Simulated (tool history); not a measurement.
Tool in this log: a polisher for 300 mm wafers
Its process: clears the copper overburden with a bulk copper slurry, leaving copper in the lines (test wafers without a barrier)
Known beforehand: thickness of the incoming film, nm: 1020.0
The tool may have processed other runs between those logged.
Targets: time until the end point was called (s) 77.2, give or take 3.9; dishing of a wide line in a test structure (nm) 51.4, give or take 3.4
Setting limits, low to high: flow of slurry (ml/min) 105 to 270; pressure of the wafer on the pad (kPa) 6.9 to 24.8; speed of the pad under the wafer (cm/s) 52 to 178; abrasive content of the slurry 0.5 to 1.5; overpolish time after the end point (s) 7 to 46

run	hour	flow of slurry (ml/min)	pressure of the wafer on the pad (kPa)	speed of the pad under the wafer (cm/s)	abrasive content of the slurry	overpolish time after the end point (s)	time until the end point was called (s)	dishing of a wide line in a test structure (nm)
1	0	175	15.9	114	1	24	110.25	78.164
2	0.7	200	13.8	132	1.15	19	105.7	70.631
3	9.7	200	13.8	132	1.05	19	106.57	69.289
4	15.9	220	13.8	144	0.9	16	100.96	67.628
5	25	260	13.8	144	0.9	16	100.26	67.566
6	27.6	265	13.1	154	1.05	14	93.615	63.948
7	36.6	265	12.4	160	1.15	12	94.987	58.786
8	45.3	265	12.4	164	1.25	11	88.565	59.346
9	49.8	265	12.4	168	1.3	10	84.303	56.336
10	52.7	265	12.4	170	1.35	9	85.084	54.311

5 next moves are on the table. One of them brings every result within its allowed miss. Which?
A	55.6	270	13.1	174	1.5	7	?	?
B	55.6	270	15.2	176	1.3	8	?	?
C	55.6	260	11.7	170	1.4	8	?	?
D	55.6	265	11.7	160	1.3	12	?	?
E	55.6	255	13.1	156	1.35	7	?	?

move	time until the end point was called (s)	dishing of a wide line in a test structure (nm)
A	77.174	49.364
B	68.908	58.087
C	89.712	48.139
D	96.702	57.686
E	88.319	45.327
A: every result within its allowed miss
B: pushes the last run's worst result past its target
C: lands further from the targets than the last run did
D: lands further from the targets than the last run did
E: lands further from the targets than the last run did
A is the move that brings every result within its allowed miss.
